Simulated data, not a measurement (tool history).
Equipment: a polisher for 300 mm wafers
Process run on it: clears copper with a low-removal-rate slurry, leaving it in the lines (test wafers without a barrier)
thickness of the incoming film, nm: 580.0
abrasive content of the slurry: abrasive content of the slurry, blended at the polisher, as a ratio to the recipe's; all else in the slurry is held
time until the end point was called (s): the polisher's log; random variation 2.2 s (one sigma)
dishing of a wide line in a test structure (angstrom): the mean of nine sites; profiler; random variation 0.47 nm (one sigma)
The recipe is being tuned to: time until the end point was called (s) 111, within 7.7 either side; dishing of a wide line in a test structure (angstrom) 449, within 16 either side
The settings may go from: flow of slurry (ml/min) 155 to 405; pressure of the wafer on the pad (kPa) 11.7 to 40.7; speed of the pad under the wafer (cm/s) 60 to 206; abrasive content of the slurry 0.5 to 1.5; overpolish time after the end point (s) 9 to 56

run	day	flow of slurry (ml/min)	pressure of the wafer on the pad (kPa)	speed of the pad under the wafer (cm/s)	abrasive content of the slurry	overpolish time after the end point (s)	time until the end point was called (s)	dishing of a wide line in a test structure (angstrom)
1	0	260	26.2	132	1	29	98.487	991.87
2	0.2	260	26.2	132	1	22	95.159	794.99
3	0.433	260	22.8	132	1	22	115.8	722.42
4	0.629	260	22.8	132	1	28	109.66	871.99
5	0.771	260	22.8	132	1	16	109.8	566.35
6	0.85	260	22.8	132	1	15	110.95	531.98
7	1.104	260	22.8	132	1	14	113.99	497.67
8	1.475	260	22.8	132	1	14	110.15	505.5
9	1.512	260	22.1	132	1	12	114.38	427.62

Next run, 4 choices. One meets every target within its allowed miss, the rest don't. Which?
A	1.55	265	19.3	126	0.95	15	?	?
B	1.55	265	24.8	144	1.15	9	?	?
C	1.55	340	24.1	122	0.95	12	?	?
D	1.55	265	22.8	130	1	11	?	?

move	time until the end point was called (s)	dishing of a wide line in a test structure (angstrom)
A	138.3	441.81
B	93.034	405.04
C	112.75	439.59
D	113.77	403.37
A: gets the furthest-off result to its target, but another result is out of tolerance
B: moves away from the targets compared with the last run
C: every result lands within tolerance
D: moves away from the targets compared with the last run
C is the move that brings every result within its allowed miss.
